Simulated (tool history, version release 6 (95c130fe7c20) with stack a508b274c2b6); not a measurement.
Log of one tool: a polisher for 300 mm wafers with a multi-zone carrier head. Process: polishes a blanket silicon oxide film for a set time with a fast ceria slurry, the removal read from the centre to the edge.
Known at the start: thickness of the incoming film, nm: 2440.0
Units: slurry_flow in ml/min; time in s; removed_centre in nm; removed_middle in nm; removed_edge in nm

run  hour  slurry_flow  centre_zone  middle_zone  edge_zone  time  removed_centre  removed_middle  removed_edge
  1   0.0          130         1.00         1.00       1.00    30          480.05          459.81        460.25
  2   8.5          145         1.05         0.99       1.05    32          558.93          491.15        525.27
  3   9.0          145         0.97         0.99       1.05    32          509.40          497.72        526.87
  4  11.4          160         1.04         1.01       1.08    33          583.29          536.79        538.50
  5  18.4          165         1.07         0.99       1.10    34          614.21          539.97        558.84
  6  19.0          160         1.10         0.98       1.11    35          657.92          541.90        585.91
  7  25.8          165         1.11         0.98       1.12    36          683.43          572.18        608.13
  8  32.6          170         1.13         0.97       1.13    36          698.59          571.09        599.44

Forecast run 9:
  9  36.2          165         1.14         0.96       1.14    37               ?               ?             ?

removed_centre: 707.00 nm
removed_middle: 570.12 nm
removed_edge: 641.42 nm
